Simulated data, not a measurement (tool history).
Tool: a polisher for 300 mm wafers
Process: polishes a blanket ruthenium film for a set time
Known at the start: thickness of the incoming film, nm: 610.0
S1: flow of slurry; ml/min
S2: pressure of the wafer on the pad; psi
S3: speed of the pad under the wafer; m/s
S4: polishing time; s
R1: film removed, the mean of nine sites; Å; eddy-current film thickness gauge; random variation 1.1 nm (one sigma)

{"run": 1, "day": 0.0, "S1": 220, "S2": 1.5, "S3": 0.86, "S4": 93, "R1": 645.1}
{"run": 2, "day": 0.225, "S1": 220, "S2": 1.5, "S3": 0.86, "S4": 93, "R1": 652.91}
{"run": 3, "day": 0.546, "S1": 220, "S2": 1.7, "S3": 0.86, "S4": 93, "R1": 723.41}
{"run": 4, "day": 0.583, "S1": 175, "S2": 1.7, "S3": 0.86, "S4": 93, "R1": 694.63}
{"run": 5, "day": 0.817, "S1": 185, "S2": 1.8, "S3": 0.86, "S4": 93, "R1": 737.85}
{"run": 6, "day": 0.971, "S1": 185, "S2": 1.8, "S3": 0.86, "S4": 93, "R1": 742.75}
{"run": 7, "day": 1.075, "S1": 195, "S2": 1.9, "S3": 0.86, "S4": 93, "R1": 786.71}
{"run": 8, "day": 1.167, "S1": 200, "S2": 2, "S3": 0.86, "S4": 93, "R1": 832.01}

The next listed run, before its measurement:
{"run": 9, "day": 1.229, "S1": 205, "S2": 2.1, "S3": 0.86, "S4": 93, "R1": "?"}

{"run 9": {"R1": 858.3}}
